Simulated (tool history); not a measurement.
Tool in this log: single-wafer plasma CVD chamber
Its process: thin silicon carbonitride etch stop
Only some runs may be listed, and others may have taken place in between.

run    day  RF power (W)  deposition time (s)  mean film thickness on the monitor wafer (angstrom)
  1      0           215                 7.38                                                42.03
  2  0.362           215                 8.43                                               48.141
  3  0.446           240                 8.43                                               49.404
  4  0.504           260                 8.43                                               49.884
  5   0.55           260                 9.49                                               56.403
  6  0.771           240                 9.49                                               55.332
  7    1.1           220                 8.44                                                48.56
  8  1.162           210                 7.69                                               43.582
  9    1.5           200                 7.24                                               40.896
 10  1.783           190                 6.93                                               38.501
 11      2           180                 6.79                                               37.286
 12  2.196           175                 6.72                                               36.727

Run 13, settings as shown, results not yet in. Your forecast:
 13  2.371           170                 6.67                                                    ?

{"run 13": {"mean film thickness on the monitor wafer (angstrom)": 36.372}}
